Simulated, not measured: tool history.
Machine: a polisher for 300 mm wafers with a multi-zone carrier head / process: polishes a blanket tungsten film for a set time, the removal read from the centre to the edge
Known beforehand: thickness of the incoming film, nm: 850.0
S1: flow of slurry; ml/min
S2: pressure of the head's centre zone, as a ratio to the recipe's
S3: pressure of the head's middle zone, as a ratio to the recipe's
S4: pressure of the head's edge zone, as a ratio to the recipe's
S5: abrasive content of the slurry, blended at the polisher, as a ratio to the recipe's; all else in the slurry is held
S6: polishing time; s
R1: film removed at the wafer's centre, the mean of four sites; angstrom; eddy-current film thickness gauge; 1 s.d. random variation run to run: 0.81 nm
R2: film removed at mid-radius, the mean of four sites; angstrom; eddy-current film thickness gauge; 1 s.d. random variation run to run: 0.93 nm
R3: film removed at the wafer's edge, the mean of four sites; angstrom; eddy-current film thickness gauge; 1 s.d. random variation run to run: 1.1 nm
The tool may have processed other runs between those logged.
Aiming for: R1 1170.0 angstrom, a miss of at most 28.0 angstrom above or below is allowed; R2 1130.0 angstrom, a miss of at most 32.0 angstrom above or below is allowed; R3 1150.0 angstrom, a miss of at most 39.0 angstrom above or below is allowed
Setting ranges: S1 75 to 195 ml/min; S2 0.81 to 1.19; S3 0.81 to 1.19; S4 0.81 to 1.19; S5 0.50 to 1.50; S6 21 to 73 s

Run 1, hour 0.0: S1 125 ml/min, S2 1.00, S3 1.00, S4 1.00, S5 1.00, S6 47 s. Result: R1 1607.8 angstrom, R2 1599.8 angstrom, R3 1626.6 angstrom.
Run 2, hour 1.7: S1 100 ml/min, S2 1.00, S3 1.00, S4 1.00, S5 1.00, S6 47 s. Result: R1 1562.1 angstrom, R2 1520.8 angstrom, R3 1571.0 angstrom.
Run 3, hour 8.6: S1 100 ml/min, S2 1.00, S3 0.92, S4 1.00, S5 1.00, S6 47 s. Result: R1 1557.7 angstrom, R2 1459.2 angstrom, R3 1552.1 angstrom.
Run 4, hour 12.7: S1 95 ml/min, S2 0.99, S3 0.91, S4 0.97, S5 0.90, S6 46 s. Result: R1 1453.4 angstrom, R2 1380.4 angstrom, R3 1465.5 angstrom.
Run 5, hour 20.1: S1 95 ml/min, S2 0.99, S3 0.90, S4 0.94, S5 0.80, S6 45 s. Result: R1 1402.8 angstrom, R2 1301.1 angstrom, R3 1394.8 angstrom.
Run 6, hour 22.0: S1 95 ml/min, S2 0.99, S3 0.91, S4 0.92, S5 0.75, S6 44 s. Result: R1 1369.6 angstrom, R2 1274.7 angstrom, R3 1331.4 angstrom.
Run 7, hour 25.0: S1 95 ml/min, S2 0.98, S3 0.91, S4 0.90, S5 0.70, S6 44 s. Result: R1 1330.7 angstrom, R2 1251.2 angstrom, R3 1316.7 angstrom.
Run 8, hour 25.7: S1 95 ml/min, S2 0.98, S3 0.92, S4 0.88, S5 0.65, S6 43 s. Result: R1 1257.6 angstrom, R2 1215.9 angstrom, R3 1221.7 angstrom.
Run 9, hour 30.0: S1 90 ml/min, S2 0.98, S3 0.91, S4 0.87, S5 0.65, S6 43 s. Result: R1 1256.9 angstrom, R2 1201.1 angstrom, R3 1211.1 angstrom.
Run 10, hour 30.7: S1 90 ml/min, S2 0.97, S3 0.90, S4 0.86, S5 0.65, S6 43 s. Result: R1 1239.4 angstrom, R2 1196.0 angstrom, R3 1228.9 angstrom.
Run 11, hour 39.6: S1 90 ml/min, S2 0.97, S3 0.90, S4 0.85, S5 0.60, S6 43 s. Result: R1 1238.4 angstrom, R2 1156.7 angstrom, R3 1196.0 angstrom.
Run 12, hour 44.3: S1 90 ml/min, S2 0.97, S3 0.90, S4 0.84, S5 0.60, S6 43 s. Result: R1 1225.4 angstrom, R2 1164.2 angstrom, R3 1187.8 angstrom.
Run 13, hour 51.0: S1 85 ml/min, S2 0.96, S3 0.90, S4 0.83, S5 0.60, S6 43 s. Result: R1 1209.2 angstrom, R2 1138.5 angstrom, R3 1183.5 angstrom.
Run 14, hour 56.2: S1 85 ml/min, S2 0.96, S3 0.91, S4 0.83, S5 0.60, S6 43 s. Result: R1 1202.2 angstrom, R2 1175.9 angstrom, R3 1192.7 angstrom.

Which single option among these 5 for the next run brings every result within its allowed miss of target? Just one does.
Run A, hour 61.4: S1 75 ml/min, S2 0.93, S3 0.84, S4 0.87, S5 0.70, S6 44 s. Result: R1 ?, R2 ?, R3 ?.
Run B, hour 61.4: S1 95 ml/min, S2 0.98, S3 0.94, S4 0.81, S5 0.50, S6 43 s. Result: R1 ?, R2 ?, R3 ?.
Run C, hour 61.4: S1 75 ml/min, S2 0.92, S3 0.93, S4 0.89, S5 0.65, S6 45 s. Result: R1 ?, R2 ?, R3 ?.
Run D, hour 61.4: S1 75 ml/min, S2 0.87, S3 0.81, S4 0.86, S5 0.65, S6 45 s. Result: R1 ?, R2 ?, R3 ?.
Run E, hour 61.4: S1 90 ml/min, S2 0.99, S3 0.95, S4 0.92, S5 0.65, S6 39 s. Result: R1 ?, R2 ?, R3 ?.

move      R1      R2      R3
   A  1197.0  1137.7  1252.1
   B  1211.4  1185.7  1143.8
   C  1195.9  1243.8  1275.6
   D  1129.4  1117.0  1257.8
   E  1149.8  1124.4  1141.8
A: the furthest-off result lands on target, but another misses its tolerance
B: misses by more than the last run did
C: misses by more than the last run did
D: the furthest-off result lands on target, but another misses its tolerance
E: all results land within tolerance of their targets
Answer: E

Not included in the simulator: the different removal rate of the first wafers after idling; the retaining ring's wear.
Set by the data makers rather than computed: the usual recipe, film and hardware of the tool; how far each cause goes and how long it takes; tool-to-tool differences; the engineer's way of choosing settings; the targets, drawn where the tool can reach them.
